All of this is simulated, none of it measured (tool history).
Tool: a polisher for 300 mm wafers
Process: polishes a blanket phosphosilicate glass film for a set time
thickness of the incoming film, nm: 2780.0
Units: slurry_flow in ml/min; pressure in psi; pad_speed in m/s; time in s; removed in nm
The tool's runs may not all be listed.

Run 1, hour 0.0: slurry_flow 140 ml/min, pressure 3.1 psi, pad_speed 0.92 m/s, slurry_solids 1.00, time 98 s. Result: removed 630.95 nm.
Run 2, hour 5.6: slurry_flow 140 ml/min, pressure 3.1 psi, pad_speed 1.02 m/s, slurry_solids 1.00, time 98 s. Result: removed 683.82 nm.
Run 3, hour 10.7: slurry_flow 140 ml/min, pressure 3.1 psi, pad_speed 0.92 m/s, slurry_solids 1.00, time 98 s. Result: removed 632.23 nm.
Run 4, hour 11.7: slurry_flow 140 ml/min, pressure 3.1 psi, pad_speed 0.92 m/s, slurry_solids 1.00, time 98 s. Result: removed 638.49 nm.
Run 5, hour 14.4: slurry_flow 140 ml/min, pressure 3.1 psi, pad_speed 0.92 m/s, slurry_solids 1.10, time 98 s. Result: removed 656.87 nm.
Run 6, hour 16.8: slurry_flow 140 ml/min, pressure 3.1 psi, pad_speed 1.16 m/s, slurry_solids 1.10, time 98 s. Result: removed 761.01 nm.

Run 7 comes next. What will it give?
Run 7, hour 18.5: slurry_flow 115 ml/min, pressure 2.2 psi, pad_speed 0.90 m/s, slurry_solids 1.05, time 98 s. Result: removed ?.

{"run 7": {"removed": 464.93}}

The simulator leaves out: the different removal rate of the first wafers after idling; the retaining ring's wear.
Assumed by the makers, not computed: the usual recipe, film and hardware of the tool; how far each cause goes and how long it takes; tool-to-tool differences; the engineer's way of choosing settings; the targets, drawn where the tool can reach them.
